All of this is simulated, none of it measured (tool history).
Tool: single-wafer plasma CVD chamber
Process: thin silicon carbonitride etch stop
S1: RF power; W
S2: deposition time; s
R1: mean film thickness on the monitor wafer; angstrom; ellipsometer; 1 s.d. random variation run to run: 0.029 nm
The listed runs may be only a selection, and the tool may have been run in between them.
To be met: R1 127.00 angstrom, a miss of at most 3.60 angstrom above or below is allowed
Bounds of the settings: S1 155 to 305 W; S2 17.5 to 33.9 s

{"run": 1, "hour": 0.0, "S1": 230, "S2": 25.7, "R1": 150.35}
{"run": 2, "hour": 1.7, "S1": 200, "S2": 25.7, "R1": 144.5}
{"run": 3, "hour": 6.9, "S1": 180, "S2": 25.7, "R1": 140.34}
{"run": 4, "hour": 14.7, "S1": 175, "S2": 25.2, "R1": 137.19}
{"run": 5, "hour": 22.6, "S1": 175, "S2": 26.8, "R1": 145.07}
{"run": 6, "hour": 24.8, "S1": 170, "S2": 26.0, "R1": 139.89}
{"run": 7, "hour": 33.1, "S1": 170, "S2": 26.0, "R1": 140.58}
{"run": 8, "hour": 35.0, "S1": 160, "S2": 23.2, "R1": 123.34}

Below are 5 possible settings for the next run. Only one of them brings all results inside the allowed miss of their targets. Which is it?
{"run": "A", "hour": 36.9, "S1": 185, "S2": 20.9, "R1": "?"}
{"run": "B", "hour": 36.9, "S1": 155, "S2": 21.9, "R1": "?"}
{"run": "C", "hour": 36.9, "S1": 165, "S2": 22.2, "R1": "?"}
{"run": "D", "hour": 36.9, "S1": 160, "S2": 21.7, "R1": "?"}
{"run": "E", "hour": 36.9, "S1": 175, "S2": 23.5, "R1": "?"}

move=A R1=115.32
move=B R1=115.43
move=C R1=118.91
move=D R1=115.31
move=E R1=127.80
A: moves away from the targets compared with the last run
B: moves away from the targets compared with the last run
C: moves away from the targets compared with the last run
D: moves away from the targets compared with the last run
E: hits every target within its allowed miss
The move that meets every target is E.
